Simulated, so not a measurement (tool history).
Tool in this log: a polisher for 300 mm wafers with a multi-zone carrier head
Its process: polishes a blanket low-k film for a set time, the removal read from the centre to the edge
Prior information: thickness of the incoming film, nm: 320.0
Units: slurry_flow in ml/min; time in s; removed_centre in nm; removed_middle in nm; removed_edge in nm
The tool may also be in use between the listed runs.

run  hour  slurry_flow  centre_zone  middle_zone  edge_zone  slurry_solids  time  removed_centre  removed_middle  removed_edge
  1     0          285            1            1          1              1    80          24.347          24.466        24.264
  2   8.3          330            1            1          1              1    80          23.941          24.513        24.483
  3  11.8          335         0.98         1.01       0.99              1    80          23.613          24.794        23.884
  4  20.7          335         0.98         0.94       0.99              1    80          23.587          23.229         24.73
  5  21.9          335         0.98         0.94       1.02              1    80          24.231          23.315        25.088
  6  26.7          335         0.95         0.96       1.01              1    80          22.905          23.938        24.479
  7  28.4          335         0.94         0.97       1.01              1    80          23.051          24.186        24.634
  8  34.6          335         0.92         0.98          1              1    80          22.579          24.284        24.789

What will run 9 give?
  9  38.1          335         0.91         0.99       0.99              1    80               ?               ?             ?

{"run 9": {"removed_centre": 22.341, "removed_middle": 24.35, "removed_edge": 24.319}}

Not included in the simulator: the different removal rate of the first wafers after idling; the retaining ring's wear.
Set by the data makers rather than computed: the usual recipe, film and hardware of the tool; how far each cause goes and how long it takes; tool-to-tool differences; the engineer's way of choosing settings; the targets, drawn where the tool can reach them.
